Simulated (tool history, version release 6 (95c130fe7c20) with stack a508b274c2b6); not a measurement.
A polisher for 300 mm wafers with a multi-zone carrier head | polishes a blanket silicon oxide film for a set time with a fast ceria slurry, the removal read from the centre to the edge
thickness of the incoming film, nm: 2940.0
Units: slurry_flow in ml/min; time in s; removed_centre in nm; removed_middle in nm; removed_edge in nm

run  hour  slurry_flow  centre_zone  middle_zone  edge_zone  time  removed_centre  removed_middle  removed_edge
  1   0.0          140         1.00         1.00       1.00    62          975.03         1008.90        959.06
  2   7.0          140         0.93         1.00       1.00    62          905.09          998.82        962.64
  3  10.8          155         0.93         0.98       1.06    64          944.93         1043.30       1048.10
  4  15.7          170         0.95         0.96       1.10    65         1021.10         1050.50       1112.20
  5  21.1          180         0.95         0.96       1.13    65         1018.80         1065.90       1099.50
  6  25.4          180         0.95         0.96       1.13    75         1170.60         1230.30       1281.00
  7  26.4          165         0.95         0.95       1.12    75         1149.20         1204.70       1253.70
  8  32.1          155         0.95         0.93       1.13    75         1134.30         1147.80       1272.80

Run 9 comes next. What will it give?
  9  34.0          150         0.95         0.93       1.12    75               ?               ?             ?

removed_centre: 1142.20 nm
removed_middle: 1176.90 nm
removed_edge: 1249.40 nm
